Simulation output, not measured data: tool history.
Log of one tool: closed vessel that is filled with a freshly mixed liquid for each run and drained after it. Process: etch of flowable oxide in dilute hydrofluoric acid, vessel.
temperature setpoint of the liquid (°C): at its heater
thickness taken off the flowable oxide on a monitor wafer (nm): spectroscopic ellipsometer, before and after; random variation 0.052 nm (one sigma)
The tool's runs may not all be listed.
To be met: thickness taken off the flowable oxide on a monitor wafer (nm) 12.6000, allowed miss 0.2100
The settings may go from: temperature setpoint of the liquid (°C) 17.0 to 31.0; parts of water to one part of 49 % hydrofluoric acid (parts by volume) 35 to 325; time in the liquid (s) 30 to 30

run  hour  temperature setpoint of the liquid (°C)  parts of water to one part of 49 % hydrofluoric acid (parts by volume)  time in the liquid (s)  thickness taken off the flowable oxide on a monitor wafer (nm)
  1   0.0                                     23.0                                                                     180                      30                                                          5.9535
  2   7.6                                     24.0                                                                     175                      30                                                          6.3764
  3   9.2                                     24.5                                                                     170                      30                                                          6.7154
  4  18.2                                     25.0                                                                     165                      30                                                          7.1156
  5  19.4                                     25.0                                                                     205                      30                                                          5.4272
  6  23.9                                     25.5                                                                     195                      30                                                          5.9225
  7  26.4                                     26.0                                                                     185                      30                                                          6.4351
  8  33.2                                     30.0                                                                     115                      30                                                         13.0260

5 next moves are on the table. One of them brings every result within its allowed miss. Which?
  A  40.0                                     31.0                                                                     115                      30                                                               ?
  B  40.0                                     31.0                                                                     125                      30                                                               ?
  C  40.0                                     28.5                                                                     110                      30                                                               ?
  D  40.0                                     29.0                                                                     115                      30                                                               ?
  E  40.0                                     29.0                                                                     110                      30                                                               ?

move  thickness taken off the flowable oxide on a monitor wafer (nm)
   A                                                         13.5260
   B                                                         12.2710
   C                                                         12.9750
   D                                                         12.5610
   E                                                         13.2210
A: further off than the last run
B: takes the result that was furthest off past its target
C: nearer than the last run, and not there yet
D: meets every target
E: further off than the last run
Move D is the one to make.

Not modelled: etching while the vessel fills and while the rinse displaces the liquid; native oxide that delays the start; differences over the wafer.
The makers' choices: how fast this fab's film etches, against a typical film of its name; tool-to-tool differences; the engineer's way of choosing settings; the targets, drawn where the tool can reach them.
